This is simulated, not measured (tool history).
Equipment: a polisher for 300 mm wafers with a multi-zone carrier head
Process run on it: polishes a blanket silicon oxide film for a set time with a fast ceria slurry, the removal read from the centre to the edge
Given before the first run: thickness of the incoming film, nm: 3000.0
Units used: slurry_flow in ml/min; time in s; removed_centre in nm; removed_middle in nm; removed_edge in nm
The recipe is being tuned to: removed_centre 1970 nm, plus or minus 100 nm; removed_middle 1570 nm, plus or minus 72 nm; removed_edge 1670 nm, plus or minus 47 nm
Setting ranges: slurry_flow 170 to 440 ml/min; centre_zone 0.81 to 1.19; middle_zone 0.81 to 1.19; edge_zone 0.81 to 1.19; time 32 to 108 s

{"run": 1, "hour": 0.0, "slurry_flow": 280, "centre_zone": 1, "middle_zone": 1, "edge_zone": 1, "time": 70, "removed_centre": 1325.6, "removed_middle": 1265.4, "removed_edge": 1255.1}
{"run": 2, "hour": 6.6, "slurry_flow": 285, "centre_zone": 1.03, "middle_zone": 1, "edge_zone": 1.02, "time": 73, "removed_centre": 1408.1, "removed_middle": 1297.9, "removed_edge": 1317.9}
{"run": 3, "hour": 10.8, "slurry_flow": 290, "centre_zone": 1.05, "middle_zone": 1, "edge_zone": 1.03, "time": 76, "removed_centre": 1470.1, "removed_middle": 1356.7, "removed_edge": 1383.2}
{"run": 4, "hour": 18.3, "slurry_flow": 295, "centre_zone": 1.07, "middle_zone": 0.99, "edge_zone": 1.03, "time": 79, "removed_centre": 1622.4, "removed_middle": 1383.9, "removed_edge": 1432.2}
{"run": 5, "hour": 26.9, "slurry_flow": 300, "centre_zone": 1.08, "middle_zone": 1, "edge_zone": 1.04, "time": 80, "removed_centre": 1619.2, "removed_middle": 1480.1, "removed_edge": 1475.4}
{"run": 6, "hour": 34.9, "slurry_flow": 300, "centre_zone": 1.08, "middle_zone": 0.92, "edge_zone": 1.04, "time": 80, "removed_centre": 1614.9, "removed_middle": 1379.3, "removed_edge": 1448.9}
{"run": 7, "hour": 40.9, "slurry_flow": 300, "centre_zone": 1.08, "middle_zone": 0.92, "edge_zone": 1.04, "time": 80, "removed_centre": 1611.6, "removed_middle": 1362.6, "removed_edge": 1466.7}
{"run": 8, "hour": 41.8, "slurry_flow": 305, "centre_zone": 1.1, "middle_zone": 0.93, "edge_zone": 1.05, "time": 81, "removed_centre": 1654.8, "removed_middle": 1401.1, "removed_edge": 1500.1}

Below are 5 possible settings for the next run. Only one of them brings all results inside the allowed miss of their targets. Which is it?
{"run": "A", "hour": 42.7, "slurry_flow": 365, "centre_zone": 1.15, "middle_zone": 0.95, "edge_zone": 1.06, "time": 89, "removed_centre": "?", "removed_middle": "?", "removed_edge": "?"}
{"run": "B", "hour": 42.7, "slurry_flow": 270, "centre_zone": 1.19, "middle_zone": 0.87, "edge_zone": 0.87, "time": 96, "removed_centre": "?", "removed_middle": "?", "removed_edge": "?"}
{"run": "C", "hour": 42.7, "slurry_flow": 285, "centre_zone": 1.1, "middle_zone": 1.02, "edge_zone": 1.03, "time": 87, "removed_centre": "?", "removed_middle": "?", "removed_edge": "?"}
{"run": "D", "hour": 42.7, "slurry_flow": 315, "centre_zone": 1, "middle_zone": 1.07, "edge_zone": 0.86, "time": 92, "removed_centre": "?", "removed_middle": "?", "removed_edge": "?"}
{"run": "E", "hour": 42.7, "slurry_flow": 245, "centre_zone": 0.95, "middle_zone": 1, "edge_zone": 1.03, "time": 69, "removed_centre": "?", "removed_middle": "?", "removed_edge": "?"}

move=A removed_centre=1997.9 removed_middle=1540.3 removed_edge=1659.8
move=B removed_centre=2172.9 removed_middle=1535.9 removed_edge=1603.2
move=C removed_centre=1829.9 removed_middle=1548 removed_edge=1575.9
move=D removed_centre=1773.9 removed_middle=1704.4 removed_edge=1539.7
move=E removed_centre=1234.1 removed_middle=1197.3 removed_edge=1238
A: hits every target within its allowed miss
B: an improvement on the last run, though not all results are within tolerance
C: an improvement on the last run, though not all results are within tolerance
D: an improvement on the last run, though not all results are within tolerance
E: moves away from the targets compared with the last run
The move that meets every target is A.
